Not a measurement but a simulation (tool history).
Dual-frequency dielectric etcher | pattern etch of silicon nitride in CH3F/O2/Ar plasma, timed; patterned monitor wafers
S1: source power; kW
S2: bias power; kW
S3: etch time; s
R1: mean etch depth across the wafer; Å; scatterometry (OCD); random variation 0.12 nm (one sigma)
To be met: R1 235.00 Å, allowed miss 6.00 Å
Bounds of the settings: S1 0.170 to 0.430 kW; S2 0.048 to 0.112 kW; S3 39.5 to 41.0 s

| run | hour | S1 | S2 | S3 | R1 |
|---|---|---|---|---|---|
| 1 | 0.0 | 0.300 | 0.080 | 39.5 | 268.29 |
| 2 | 4.6 | 0.280 | 0.078 | 39.5 | 255.81 |
| 3 | 13.4 | 0.270 | 0.077 | 39.5 | 250.48 |
| 4 | 16.4 | 0.270 | 0.077 | 41.0 | 262.16 |
| 5 | 19.6 | 0.270 | 0.077 | 41.0 | 259.35 |
| 6 | 22.9 | 0.240 | 0.077 | 41.0 | 250.05 |
| 7 | 26.5 | 0.230 | 0.077 | 41.0 | 245.70 |
| 8 | 34.7 | 0.220 | 0.077 | 41.0 | 242.01 |

5 next moves are on the table. One of them brings every result within its allowed miss. Which?
| A | 42.9 | 0.230 | 0.081 | 41.0 | ? |
| B | 42.9 | 0.240 | 0.078 | 41.0 | ? |
| C | 42.9 | 0.270 | 0.070 | 40.5 | ? |
| D | 42.9 | 0.230 | 0.067 | 40.5 | ? |
| E | 42.9 | 0.220 | 0.075 | 40.5 | ? |

| move | R1 |
|---|---|
| A | 254.88 |
| B | 253.08 |
| C | 244.45 |
| D | 224.71 |
| E | 236.91 |
A: further off than the last run
B: further off than the last run
C: further off than the last run
D: takes the result that was furthest off past its target
E: meets every target
Move E is the one to make.
